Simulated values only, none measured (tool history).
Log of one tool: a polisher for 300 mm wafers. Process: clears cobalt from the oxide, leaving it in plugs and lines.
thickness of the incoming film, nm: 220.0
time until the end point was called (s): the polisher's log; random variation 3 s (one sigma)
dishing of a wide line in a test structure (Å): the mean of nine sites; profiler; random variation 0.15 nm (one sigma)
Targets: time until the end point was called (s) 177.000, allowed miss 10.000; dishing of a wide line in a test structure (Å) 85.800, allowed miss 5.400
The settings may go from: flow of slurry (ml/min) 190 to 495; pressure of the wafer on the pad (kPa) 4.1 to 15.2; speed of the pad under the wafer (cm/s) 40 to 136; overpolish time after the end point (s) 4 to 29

run,hour,flow of slurry (ml/min),pressure of the wafer on the pad (kPa),speed of the pad under the wafer (cm/s),overpolish time after the end point (s),time until the end point was called (s),dishing of a wide line in a test structure (Å)
1,0.0,320,9.7,88,15,92.148,293.230
2,7.4,320,9.7,104,15,76.391,318.010
3,14.3,290,8.3,98,12,93.556,240.910
4,16.1,265,7.6,92,10,105.940,181.180
5,20.3,265,7.6,92,13,110.150,222.600
6,25.3,245,6.9,86,11,127.940,172.450
7,29.5,230,6.2,84,9,142.370,131.760
8,37.0,230,6.2,84,9,141.710,135.080
9,41.7,230,6.2,82,8,145.020,120.110
10,49.4,230,6.2,82,7,144.130,103.560
11,54.0,230,5.5,82,7,157.310,93.213
12,59.6,235,5.5,82,7,157.360,96.887
13,60.4,240,5.5,82,7,157.000,95.181
14,62.8,245,5.5,82,7,151.890,97.908

4 next moves are on the table. One of them brings every result within its allowed miss. Which?
A,65.2,230,5.5,86,9,?,?
B,65.2,300,4.1,90,7,?,?
C,65.2,230,5.5,60,8,?,?
D,65.2,265,4.1,78,9,?,?

move,time until the end point was called (s),dishing of a wide line in a test structure (Å)
A,150.170,128.430
B,174.600,89.299
C,201.440,88.562
D,199.510,99.573
A: further off than the last run
B: meets every target
C: takes the result that was furthest off past its target
D: takes the result that was furthest off past its target
The right move is B.
